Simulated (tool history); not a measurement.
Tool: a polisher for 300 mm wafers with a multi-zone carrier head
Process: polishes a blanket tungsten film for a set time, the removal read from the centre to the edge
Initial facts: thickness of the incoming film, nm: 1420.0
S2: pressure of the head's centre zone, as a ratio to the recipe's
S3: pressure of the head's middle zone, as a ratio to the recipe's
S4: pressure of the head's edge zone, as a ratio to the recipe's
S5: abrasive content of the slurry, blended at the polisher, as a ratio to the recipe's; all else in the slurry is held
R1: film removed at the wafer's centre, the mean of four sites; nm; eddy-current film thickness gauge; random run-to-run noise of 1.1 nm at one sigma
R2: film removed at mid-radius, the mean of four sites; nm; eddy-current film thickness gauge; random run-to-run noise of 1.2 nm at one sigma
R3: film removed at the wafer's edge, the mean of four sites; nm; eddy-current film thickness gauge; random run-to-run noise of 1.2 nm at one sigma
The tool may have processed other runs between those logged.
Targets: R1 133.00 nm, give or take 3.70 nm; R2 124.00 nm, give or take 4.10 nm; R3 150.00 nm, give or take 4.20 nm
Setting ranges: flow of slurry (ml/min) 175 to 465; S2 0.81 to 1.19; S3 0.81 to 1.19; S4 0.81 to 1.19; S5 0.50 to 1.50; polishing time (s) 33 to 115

run 1 hour=0.0 | flow_of_slurry_(ml/min)=295 S2=1.00 S3=1.00 S4=1.00 S5=1.00 polishing_time_(s)=73 | R1=251.26 R2=251.90 R3=264.20
run 2 hour=4.9 | flow_of_slurry_(ml/min)=295 S2=1.00 S3=1.00 S4=1.00 S5=0.85 polishing_time_(s)=73 | R1=237.37 R2=241.42 R3=252.58
run 3 hour=10.2 | flow_of_slurry_(ml/min)=295 S2=1.00 S3=1.00 S4=1.00 S5=0.95 polishing_time_(s)=73 | R1=245.70 R2=250.52 R3=261.36
run 4 hour=16.1 | flow_of_slurry_(ml/min)=295 S2=0.92 S3=1.00 S4=1.00 S5=0.95 polishing_time_(s)=73 | R1=225.53 R2=246.96 R3=260.33
run 5 hour=23.1 | flow_of_slurry_(ml/min)=290 S2=0.92 S3=0.98 S4=0.99 S5=0.90 polishing_time_(s)=70 | R1=214.15 R2=227.44 R3=245.77
run 6 hour=27.0 | flow_of_slurry_(ml/min)=290 S2=0.92 S3=0.98 S4=0.99 S5=0.90 polishing_time_(s)=82 | R1=248.62 R2=270.50 R3=284.42
run 7 hour=27.9 | flow_of_slurry_(ml/min)=285 S2=0.92 S3=0.96 S4=0.97 S5=0.85 polishing_time_(s)=78 | R1=234.99 R2=247.42 R3=269.96
run 8 hour=35.3 | flow_of_slurry_(ml/min)=290 S2=0.95 S3=0.91 S4=0.88 S5=0.60 polishing_time_(s)=57 | R1=162.16 R2=158.42 R3=171.49
run 9 hour=38.0 | flow_of_slurry_(ml/min)=285 S2=0.94 S3=0.90 S4=0.88 S5=0.60 polishing_time_(s)=56 | R1=158.17 R2=154.78 R3=164.17
-- hour=42.5 slurry nozzle cleaned
run 10 hour=42.5 | flow_of_slurry_(ml/min)=285 S2=0.94 S3=0.89 S4=0.90 S5=0.60 polishing_time_(s)=55 | R1=161.40 R2=154.73 R3=171.07
run 11 hour=49.6 | flow_of_slurry_(ml/min)=215 S2=0.88 S3=0.81 S4=0.89 S5=0.50 polishing_time_(s)=45 | R1=114.39 R2=108.23 R3=130.47
run 12 hour=53.8 | flow_of_slurry_(ml/min)=300 S2=0.91 S3=0.83 S4=0.98 S5=0.50 polishing_time_(s)=44 | R1=120.42 R2=112.83 R3=135.99
run 13 hour=57.5 | flow_of_slurry_(ml/min)=305 S2=0.91 S3=0.83 S4=0.99 S5=0.50 polishing_time_(s)=44 | R1=120.49 R2=112.13 R3=136.87
run 14 hour=64.5 | flow_of_slurry_(ml/min)=310 S2=0.91 S3=0.84 S4=1.00 S5=0.50 polishing_time_(s)=44 | R1=119.83 R2=113.07 R3=137.27
run 15 hour=71.1 | flow_of_slurry_(ml/min)=315 S2=0.92 S3=0.84 S4=1.01 S5=0.50 polishing_time_(s)=44 | R1=122.68 R2=115.71 R3=139.16
run 16 hour=79.9 | flow_of_slurry_(ml/min)=320 S2=0.92 S3=0.84 S4=1.02 S5=0.50 polishing_time_(s)=44 | R1=122.15 R2=113.81 R3=141.29
run 17 hour=84.4 | flow_of_slurry_(ml/min)=320 S2=0.92 S3=0.84 S4=1.02 S5=0.50 polishing_time_(s)=44 | R1=120.59 R2=114.34 R3=139.47
run 18 hour=85.5 | flow_of_slurry_(ml/min)=325 S2=0.93 S3=0.84 S4=1.03 S5=0.50 polishing_time_(s)=44 | R1=123.95 R2=115.09 R3=139.95
run 19 hour=87.9 | flow_of_slurry_(ml/min)=330 S2=0.93 S3=0.84 S4=1.04 S5=0.50 polishing_time_(s)=44 | R1=124.70 R2=112.11 R3=142.09

Next run, 4 choices. One meets every target within its allowed miss, the rest don't. Which?
run A hour=90.3 | flow_of_slurry_(ml/min)=375 S2=1.04 S3=0.92 S4=0.90 S5=0.60 polishing_time_(s)=42 | R1=? R2=? R3=?
run B hour=90.3 | flow_of_slurry_(ml/min)=360 S2=0.87 S3=0.90 S4=1.02 S5=0.65 polishing_time_(s)=42 | R1=? R2=? R3=?
run C hour=90.3 | flow_of_slurry_(ml/min)=340 S2=0.93 S3=0.85 S4=1.02 S5=0.60 polishing_time_(s)=45 | R1=? R2=? R3=?
run D hour=90.3 | flow_of_slurry_(ml/min)=280 S2=0.81 S3=0.91 S4=1.11 S5=0.75 polishing_time_(s)=41 | R1=? R2=? R3=?

move=A R1=139.81 R2=125.24 R3=131.98
move=B R1=119.93 R2=125.22 R3=142.63
move=C R1=133.39 R2=124.75 R3=149.26
move=D R1=110.74 R2=125.17 R3=148.07
A: the worst result of the last run now meets its target, but another is out of spec
B: the worst result of the last run now meets its target, but another is out of spec
C: in spec on every target
D: the worst result of the last run now meets its target, but another is out of spec
Correct choice: C, which meets every target
